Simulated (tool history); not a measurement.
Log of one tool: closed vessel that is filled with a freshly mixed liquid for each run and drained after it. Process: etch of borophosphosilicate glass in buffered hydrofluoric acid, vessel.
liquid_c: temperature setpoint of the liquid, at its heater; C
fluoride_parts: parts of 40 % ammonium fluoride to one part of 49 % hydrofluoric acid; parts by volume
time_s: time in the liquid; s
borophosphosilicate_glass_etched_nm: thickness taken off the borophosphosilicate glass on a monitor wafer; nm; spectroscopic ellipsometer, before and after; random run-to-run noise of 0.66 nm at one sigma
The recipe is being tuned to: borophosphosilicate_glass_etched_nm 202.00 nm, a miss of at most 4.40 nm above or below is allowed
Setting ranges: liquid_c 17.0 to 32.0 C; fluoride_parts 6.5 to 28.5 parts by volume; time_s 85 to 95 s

| run | day | liquid_c | fluoride_parts | time_s | borophosphosilicate_glass_etched_nm |
|---|---|---|---|---|---|
| 1 | 0.000 | 25.0 | 17.5 | 85 | 111.43 |
| 2 | 0.129 | 25.5 | 17.0 | 85 | 118.32 |
| 3 | 0.317 | 25.5 | 12.0 | 85 | 165.80 |
| 4 | 0.521 | 22.0 | 12.0 | 85 | 137.19 |
| 5 | 0.588 | 24.0 | 12.0 | 85 | 152.55 |
| 6 | 0.938 | 22.5 | 12.0 | 85 | 141.46 |
| 7 | 1.025 | 23.0 | 12.0 | 85 | 145.31 |
| 8 | 1.204 | 23.5 | 12.0 | 85 | 149.11 |
| 9 | 1.271 | 27.5 | 12.0 | 85 | 184.82 |
| 10 | 1.379 | 28.5 | 12.0 | 85 | 194.03 |

Which of these 5 next moves meets every target?
| A | 1.488 | 24.0 | 10.0 | 90 | ? |
| B | 1.488 | 27.5 | 12.5 | 90 | ? |
| C | 1.488 | 28.5 | 11.5 | 85 | ? |
| D | 1.488 | 27.0 | 12.5 | 95 | ? |
| E | 1.488 | 22.5 | 8.5 | 95 | ? |

| move | borophosphosilicate_glass_etched_nm |
|---|---|
| A | 194.12 |
| B | 187.97 |
| C | 203.09 |
| D | 193.23 |
| E | 215.13 |
A: neither nearer nor further off than the last run
B: misses by more than the last run did
C: hits every target within its allowed miss
D: misses by more than the last run did
E: pushes the last run's worst result past its target
The right move is C.

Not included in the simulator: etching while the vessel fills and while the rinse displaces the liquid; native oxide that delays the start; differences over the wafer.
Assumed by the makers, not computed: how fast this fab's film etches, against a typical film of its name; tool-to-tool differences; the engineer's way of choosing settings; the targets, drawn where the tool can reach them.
